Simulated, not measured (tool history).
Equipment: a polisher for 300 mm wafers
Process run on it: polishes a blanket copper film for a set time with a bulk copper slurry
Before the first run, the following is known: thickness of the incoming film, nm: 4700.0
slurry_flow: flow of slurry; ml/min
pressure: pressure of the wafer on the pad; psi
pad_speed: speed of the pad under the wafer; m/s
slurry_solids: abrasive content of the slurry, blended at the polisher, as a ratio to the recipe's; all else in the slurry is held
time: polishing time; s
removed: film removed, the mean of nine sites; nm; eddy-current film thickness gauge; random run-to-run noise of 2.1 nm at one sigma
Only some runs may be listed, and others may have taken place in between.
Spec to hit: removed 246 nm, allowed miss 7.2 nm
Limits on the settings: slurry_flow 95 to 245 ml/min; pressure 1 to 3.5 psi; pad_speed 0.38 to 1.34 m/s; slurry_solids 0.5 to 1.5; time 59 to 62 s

run,hour,slurry_flow,pressure,pad_speed,slurry_solids,time,removed
1,0,155,2.2,0.86,1,59,373.82
2,6.5,150,1.9,0.86,1,59,330.07
3,13.7,150,1.9,0.98,1,59,380.6
4,22.4,150,1.9,0.98,1,59,376.75
5,25.3,150,1.9,0.98,0.85,59,356.67
6,27.8,145,1.6,0.98,0.85,59,318.74
7,35.7,140,1.4,0.98,0.85,59,288.05
8,37.7,135,1.3,0.98,0.85,59,270.08
# hour 43.6: head pressure recalibrated
9,43.6,125,1.3,0.98,0.85,59,294.95
10,49.5,170,1.2,0.98,0.85,59,294.68
11,57.5,150,1.1,0.98,0.85,59,270.17
12,60.8,140,1.1,0.98,0.85,59,268.4
13,68.3,130,1.1,0.98,0.85,59,263.96
14,73,125,1.1,0.98,0.85,59,261.13
15,79,120,1.1,0.98,0.85,59,260.8
16,83.1,120,1.1,0.98,0.85,59,263.71
17,91.3,120,1.1,0.98,0.85,59,260.36

Exercise: of the 5 proposed moves below, exactly one satisfies all targets within the stated allowed misses. Which move is it?
A,99.5,125,1.8,0.72,1.05,59,?
B,99.5,105,1.2,0.9,0.75,59,?
C,99.5,110,1,1,0.65,59,?
D,99.5,120,1.3,0.98,0.7,61,?
E,99.5,105,1,0.94,0.85,59,?

move,removed
A,290.91
B,243.92
C,236.46
D,292.71
E,230.99
A: the biggest miss grows against the last run
B: every result lands within tolerance
C: takes the biggest miss from the last run beyond its target
D: the biggest miss grows against the last run
E: takes the biggest miss from the last run beyond its target
So the answer is move B, the one that meets all the targets.
